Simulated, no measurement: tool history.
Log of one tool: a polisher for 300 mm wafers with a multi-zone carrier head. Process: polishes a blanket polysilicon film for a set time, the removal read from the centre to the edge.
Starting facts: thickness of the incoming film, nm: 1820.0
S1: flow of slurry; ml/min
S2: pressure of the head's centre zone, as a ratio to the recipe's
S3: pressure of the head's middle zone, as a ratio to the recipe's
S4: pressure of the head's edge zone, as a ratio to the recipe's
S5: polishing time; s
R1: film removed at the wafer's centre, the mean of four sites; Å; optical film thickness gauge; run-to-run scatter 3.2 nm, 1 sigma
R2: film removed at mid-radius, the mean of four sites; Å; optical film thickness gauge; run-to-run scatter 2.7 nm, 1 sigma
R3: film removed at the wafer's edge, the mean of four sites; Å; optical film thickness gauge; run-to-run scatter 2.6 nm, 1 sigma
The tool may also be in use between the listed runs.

Run 1, hour 0: S1 235 ml/min, S2 1, S3 1, S4 1, S5 41 s. Result: R1 3499.1 Å, R2 3457.7 Å, R3 3503 Å.
Run 2, hour 5.1: S1 280 ml/min, S2 1, S3 1, S4 1, S5 41 s. Result: R1 3560.8 Å, R2 3596.9 Å, R3 3574.6 Å.
Run 3, hour 7.5: S1 265 ml/min, S2 1, S3 0.95, S4 0.96, S5 39 s. Result: R1 3352.2 Å, R2 3274.1 Å, R3 3328.2 Å.
Run 4, hour 9: S1 250 ml/min, S2 1.02, S3 0.91, S4 0.94, S5 37 s. Result: R1 3262.4 Å, R2 2938.1 Å, R3 3049.5 Å.
Run 5, hour 13.2: S1 235 ml/min, S2 1.01, S3 0.88, S4 0.93, S5 36 s. Result: R1 3079.4 Å, R2 2773.3 Å, R3 2950.9 Å.
Run 6, hour 21.2: S1 235 ml/min, S2 1.01, S3 0.83, S4 0.93, S5 36 s. Result: R1 3089.5 Å, R2 2610 Å, R3 2986.7 Å.
Run 7, hour 23.5: S1 225 ml/min, S2 1.01, S3 0.82, S4 0.91, S5 36 s. Result: R1 3048.9 Å, R2 2597.5 Å, R3 2943.3 Å.
Run 8, hour 30.6: S1 215 ml/min, S2 1.02, S3 0.82, S4 0.9, S5 36 s. Result: R1 3085.7 Å, R2 2575 Å, R3 2885.8 Å.
Run 9, hour 37.1: S1 205 ml/min, S2 1.02, S3 0.82, S4 0.89, S5 36 s. Result: R1 3060.1 Å, R2 2576.1 Å, R3 2869.3 Å.
Run 10, hour 39.3: S1 200 ml/min, S2 1.02, S3 0.82, S4 0.88, S5 36 s. Result: R1 3121.7 Å, R2 2531.1 Å, R3 2866.5 Å.
Run 11, hour 46.6: S1 200 ml/min, S2 1.01, S3 0.82, S4 0.87, S5 36 s. Result: R1 3060.3 Å, R2 2573 Å, R3 2861.1 Å.

Run 12 comes next. What will it give?
Run 12, hour 50: S1 195 ml/min, S2 1.01, S3 0.82, S4 0.86, S5 36 s. Result: R1 ?, R2 ?, R3 ?.

Run 12 yielded R1 3025.7 Å, R2 2511.9 Å, R3 2832.2 Å.
